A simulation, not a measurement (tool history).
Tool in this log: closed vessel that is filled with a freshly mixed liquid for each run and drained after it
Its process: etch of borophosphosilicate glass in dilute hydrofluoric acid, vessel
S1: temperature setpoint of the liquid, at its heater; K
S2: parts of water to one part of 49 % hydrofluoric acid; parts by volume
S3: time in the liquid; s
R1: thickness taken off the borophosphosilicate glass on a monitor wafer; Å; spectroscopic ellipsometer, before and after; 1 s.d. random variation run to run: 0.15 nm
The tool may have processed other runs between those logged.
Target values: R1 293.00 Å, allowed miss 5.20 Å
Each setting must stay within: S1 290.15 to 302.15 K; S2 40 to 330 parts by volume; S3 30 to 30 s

run	hour	S1	S2	S3	R1
1	0.0	294.15	185	30	118.78
2	1.1	294.15	185	30	118.88
3	9.8	296.15	160	30	152.97
4	10.5	296.15	160	30	150.80
5	12.4	297.65	145	30	180.88
6	17.2	295.65	145	30	166.23
7	20.3	297.15	135	30	192.25
8	28.6	298.15	130	30	208.19
9	36.4	299.15	125	30	227.31
10	40.9	299.15	125	30	226.61
11	43.0	299.65	120	30	241.28
12	44.6	300.15	115	30	258.56
13	50.4	300.65	115	30	265.85

Which of these 4 next moves meets every target?
A	56.2	302.15	110	30	?
B	56.2	302.15	125	30	?
C	56.2	301.15	100	30	?
D	56.2	301.15	120	30	?

move	R1
A	294.53
B	254.02
C	316.20
D	256.59
A: all results land within tolerance of their targets
B: the biggest miss grows against the last run
C: pushes the last run's worst result past its target
D: the biggest miss grows against the last run
The move that meets every target is A.
